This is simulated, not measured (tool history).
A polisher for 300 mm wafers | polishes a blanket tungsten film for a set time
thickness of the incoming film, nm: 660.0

run  hour  flow of slurry (ml/min)  pressure of the wafer on the pad (kPa)  speed of the pad under the wafer (cm/s)  abrasive content of the slurry  polishing time (s)  film removed (nm)
  1   0.0                      270                                    22.8                                       98                             1.0                  33            114.380
  2   5.3                      270                                    22.1                                       98                             1.0                  33            108.200
  3  13.1                      270                                    22.1                                       98                             1.2                  33            115.870
  4  17.7                      270                                    21.4                                       98                             1.2                  33            115.450
  5  26.3                      270                                    21.4                                       98                             1.2                  33            112.210
  6  33.5                      330                                    21.4                                       98                             1.2                  33            115.630

Run 7 comes next. What will it give?
  7  38.0                      325                                    15.9                                       96                             1.2                  33                  ?

film removed (nm): 82.162
